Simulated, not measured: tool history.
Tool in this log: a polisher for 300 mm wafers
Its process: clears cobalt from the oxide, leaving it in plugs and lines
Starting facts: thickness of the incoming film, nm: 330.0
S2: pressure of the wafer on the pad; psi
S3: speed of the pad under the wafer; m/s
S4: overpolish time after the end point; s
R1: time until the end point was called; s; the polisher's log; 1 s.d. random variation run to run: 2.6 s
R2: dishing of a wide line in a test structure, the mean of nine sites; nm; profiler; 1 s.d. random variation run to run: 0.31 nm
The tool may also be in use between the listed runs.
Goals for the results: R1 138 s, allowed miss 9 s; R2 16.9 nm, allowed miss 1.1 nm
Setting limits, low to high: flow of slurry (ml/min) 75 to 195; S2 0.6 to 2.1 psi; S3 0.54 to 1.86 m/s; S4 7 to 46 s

run 1 hour=0 | flow_of_slurry_(ml/min)=125 S2=1.3 S3=1.18 S4=24 | R1=95.63 R2=39.04
run 2 hour=2 | flow_of_slurry_(ml/min)=125 S2=1.6 S3=1.18 S4=24 | R1=76.607 R2=41.529
run 3 hour=5.1 | flow_of_slurry_(ml/min)=125 S2=1.9 S3=1.18 S4=24 | R1=64.193 R2=42.457
run 4 hour=12.9 | flow_of_slurry_(ml/min)=155 S2=1.9 S3=1.18 S4=24 | R1=63.46 R2=42.605
run 5 hour=18.7 | flow_of_slurry_(ml/min)=155 S2=1.9 S3=1.3 S4=24 | R1=59.822 R2=42.672
run 6 hour=26.9 | flow_of_slurry_(ml/min)=170 S2=1.5 S3=1.26 S4=18 | R1=73.843 R2=36.304
run 7 hour=34.3 | flow_of_slurry_(ml/min)=180 S2=1.3 S3=1.04 S4=14 | R1=96.561 R2=29.537
run 8 hour=40.6 | flow_of_slurry_(ml/min)=195 S2=1 S3=0.7 S4=7 | R1=151.41 R2=12.604
run 9 hour=47.5 | flow_of_slurry_(ml/min)=190 S2=1 S3=0.72 S4=9 | R1=150.79 R2=15.857

Exercise: of the 5 proposed moves below, exactly one satisfies all targets within the stated allowed misses. Which move is it?
run A hour=54.4 | flow_of_slurry_(ml/min)=190 S2=0.9 S3=0.68 S4=12 | R1=? R2=?
run B hour=54.4 | flow_of_slurry_(ml/min)=195 S2=1.3 S3=0.68 S4=7 | R1=? R2=?
run C hour=54.4 | flow_of_slurry_(ml/min)=145 S2=1.3 S3=0.58 S4=7 | R1=? R2=?
run D hour=54.4 | flow_of_slurry_(ml/min)=185 S2=1 S3=0.62 S4=11 | R1=? R2=?
run E hour=54.4 | flow_of_slurry_(ml/min)=195 S2=1 S3=0.88 S4=9 | R1=? R2=?

move=A R1=172.91 R2=17.851
move=B R1=120.88 R2=15.423
move=C R1=136.1 R2=14.001
move=D R1=163.92 R2=17.38
move=E R1=136.18 R2=17.15
A: lands further from the targets than the last run did
B: the result that was furthest off in the last run now lies on the other side of its target
C: brings the result that was furthest off to its target, and leaves another outside
D: lands further from the targets than the last run did
E: hits every target within its allowed miss
Go with E: it meets all targets.
